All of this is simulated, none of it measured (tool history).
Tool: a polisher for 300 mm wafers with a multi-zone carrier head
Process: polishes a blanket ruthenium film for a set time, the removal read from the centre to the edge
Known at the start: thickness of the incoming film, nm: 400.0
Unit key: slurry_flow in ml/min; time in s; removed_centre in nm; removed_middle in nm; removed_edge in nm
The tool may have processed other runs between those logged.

run	hour	slurry_flow	centre_zone	middle_zone	edge_zone	time	removed_centre	removed_middle	removed_edge
1	0	195	1	1	1	90	74.563	71.87	77.289
2	5.4	195	0.95	1	1	90	71.155	74.837	76.782
3	7	200	0.99	0.97	0.97	89	73.303	69.661	75.758
4	10.7	230	0.99	0.97	0.97	89	74.328	73.651	76.417
5	14.5	265	0.99	0.97	0.97	89	76.558	74.31	77.938
6	19.3	265	0.99	0.97	0.93	89	76.899	73.96	76.333
7	24.7	255	1.02	0.93	0.91	89	78.271	71.224	75.79

Predict the results of run 8:
8	25.9	250	1.04	0.9	0.9	88	?	?	?

{"run 8": {"removed_centre": 79.469, "removed_middle": 67.685, "removed_edge": 74.48}}
